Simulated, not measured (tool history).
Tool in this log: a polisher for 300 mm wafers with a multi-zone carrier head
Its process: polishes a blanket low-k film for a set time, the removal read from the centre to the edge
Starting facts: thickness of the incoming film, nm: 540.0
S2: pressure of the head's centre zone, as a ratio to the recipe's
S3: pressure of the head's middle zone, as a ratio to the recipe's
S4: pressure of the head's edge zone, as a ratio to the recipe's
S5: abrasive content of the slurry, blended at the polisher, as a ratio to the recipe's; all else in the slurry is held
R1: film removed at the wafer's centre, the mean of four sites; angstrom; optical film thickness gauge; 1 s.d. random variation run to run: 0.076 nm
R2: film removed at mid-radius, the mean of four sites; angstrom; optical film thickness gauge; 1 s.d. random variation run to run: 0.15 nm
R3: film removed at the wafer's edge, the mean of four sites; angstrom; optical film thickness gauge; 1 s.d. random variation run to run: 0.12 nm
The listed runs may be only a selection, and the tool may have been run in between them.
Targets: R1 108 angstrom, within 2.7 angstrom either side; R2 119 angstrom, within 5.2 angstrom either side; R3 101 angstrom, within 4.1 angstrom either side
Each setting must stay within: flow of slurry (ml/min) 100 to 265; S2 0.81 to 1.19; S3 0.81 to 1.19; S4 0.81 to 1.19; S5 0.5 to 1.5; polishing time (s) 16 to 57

run 1 day=0 | flow_of_slurry_(ml/min)=170 S2=1 S3=1 S4=1 S5=1 polishing_time_(s)=36 | R1=137.68 R2=135.95 R3=137.37
run 2 day=0.175 | flow_of_slurry_(ml/min)=170 S2=1 S3=1.02 S4=0.97 S5=0.9 polishing_time_(s)=36 | R1=132.38 R2=132.57 R3=129.72
run 3 day=0.292 | flow_of_slurry_(ml/min)=170 S2=1.04 S3=1.02 S4=0.97 S5=0.9 polishing_time_(s)=36 | R1=134.31 R2=134.19 R3=129.89
run 4 day=0.562 | flow_of_slurry_(ml/min)=170 S2=1.04 S3=1.02 S4=0.97 S5=0.9 polishing_time_(s)=40 | R1=150.33 R2=147.05 R3=139.02
run 5 day=0.879 | flow_of_slurry_(ml/min)=170 S2=1.09 S3=1.02 S4=0.97 S5=0.9 polishing_time_(s)=40 | R1=156.97 R2=144.83 R3=145.16
run 6 day=1.225 | flow_of_slurry_(ml/min)=130 S2=1.09 S3=1.02 S4=0.97 S5=0.9 polishing_time_(s)=40 | R1=146.28 R2=138.9 R3=140.64
run 7 day=1.367 | flow_of_slurry_(ml/min)=140 S2=1.06 S3=1.02 S4=0.95 S5=0.85 polishing_time_(s)=40 | R1=142.3 R2=138.6 R3=133.3
run 8 day=1.438 | flow_of_slurry_(ml/min)=135 S2=1.03 S3=1.01 S4=0.93 S5=0.8 polishing_time_(s)=40 | R1=133.63 R2=131.93 R3=129.69
run 9 day=1.642 | flow_of_slurry_(ml/min)=140 S2=1.02 S3=1.02 S4=0.91 S5=0.75 polishing_time_(s)=40 | R1=130.06 R2=130.08 R3=123.64
run 10 day=1.733 | flow_of_slurry_(ml/min)=140 S2=1.01 S3=1.03 S4=0.89 S5=0.7 polishing_time_(s)=40 | R1=123.51 R2=125.63 R3=118.49
-- day=2.092 slurry nozzle cleaned
run 11 day=2.092 | flow_of_slurry_(ml/min)=140 S2=1.01 S3=1.04 S4=0.88 S5=0.65 polishing_time_(s)=40 | R1=125.27 R2=128.11 R3=120.34
run 12 day=2.154 | flow_of_slurry_(ml/min)=145 S2=1 S3=1.05 S4=0.87 S5=0.6 polishing_time_(s)=39 | R1=117.25 R2=120.64 R3=109.63

Consider the 5 candidate settings below. Which is the only one whose results all fall within their allowed miss of target?
run A day=2.217 | flow_of_slurry_(ml/min)=215 S2=1.16 S3=1.1 S4=0.81 S5=0.5 polishing_time_(s)=39 | R1=? R2=? R3=?
run B day=2.217 | flow_of_slurry_(ml/min)=165 S2=1.1 S3=1.03 S4=0.87 S5=0.7 polishing_time_(s)=37 | R1=? R2=? R3=?
run C day=2.217 | flow_of_slurry_(ml/min)=105 S2=0.99 S3=1.12 S4=0.83 S5=0.9 polishing_time_(s)=31 | R1=? R2=? R3=?
run D day=2.217 | flow_of_slurry_(ml/min)=115 S2=0.97 S3=0.87 S4=0.87 S5=0.7 polishing_time_(s)=43 | R1=? R2=? R3=?
run E day=2.217 | flow_of_slurry_(ml/min)=180 S2=1.11 S3=1.16 S4=0.81 S5=0.6 polishing_time_(s)=36 | R1=? R2=? R3=?

move=A R1=127.92 R2=118.33 R3=100.43
move=B R1=135.28 R2=123.71 R3=115.06
move=C R1=108.55 R2=116.39 R3=101.33
move=D R1=133.45 R2=117.26 R3=128.1
move=E R1=123.73 R2=124.12 R3=101.17
A: misses by more than the last run did
B: misses by more than the last run did
C: all results land within tolerance of their targets
D: misses by more than the last run did
E: misses by more than the last run did
Correct choice: C, which meets every target

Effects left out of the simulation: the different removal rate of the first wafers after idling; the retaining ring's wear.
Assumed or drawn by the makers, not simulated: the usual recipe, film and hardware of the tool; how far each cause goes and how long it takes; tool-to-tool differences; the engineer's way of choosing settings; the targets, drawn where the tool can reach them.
